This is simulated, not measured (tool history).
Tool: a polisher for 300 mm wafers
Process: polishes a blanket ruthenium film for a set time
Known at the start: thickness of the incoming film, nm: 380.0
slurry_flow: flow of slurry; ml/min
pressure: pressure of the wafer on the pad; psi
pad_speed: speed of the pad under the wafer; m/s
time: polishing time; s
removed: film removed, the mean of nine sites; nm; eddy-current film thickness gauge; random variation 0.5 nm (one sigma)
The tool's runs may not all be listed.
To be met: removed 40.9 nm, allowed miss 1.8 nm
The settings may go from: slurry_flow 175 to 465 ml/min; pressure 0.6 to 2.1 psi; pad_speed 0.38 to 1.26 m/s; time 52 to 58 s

run    day  slurry_flow  pressure  pad_speed  time  removed
  1      0          295       1.3       0.82    58   26.806
  2  0.175          295       1.4       0.82    58   28.521
  3  0.275          295       1.4       0.82    58   28.602
  4  0.383          295       1.4       0.82    52   25.993
  5   0.75          370       1.4       0.82    52    26.05
  6  0.775          370       1.5       0.82    52   28.401
     0.812  -- head pressure recalibrated
  7  0.812          370       1.6       0.82    52   33.292
  8  0.838          370       1.7       0.82    52   34.699
  9  0.954          370       1.8       0.82    52   36.467
 10  1.021          370       1.9       0.82    52   38.729

4 next moves are on the table. One of them brings every result within its allowed miss. Which?
  A  1.088          385       1.5       1.04    56        ?
  B  1.088          410         2        0.7    52        ?
  C  1.088          425       1.4       0.98    55        ?
  D  1.088          380       1.8       0.76    55        ?

move  removed
   A   41.011
   B    35.03
   C   35.961
   D   35.887
A: meets every target
B: further off than the last run
C: further off than the last run
D: further off than the last run
Move A is the one to make.
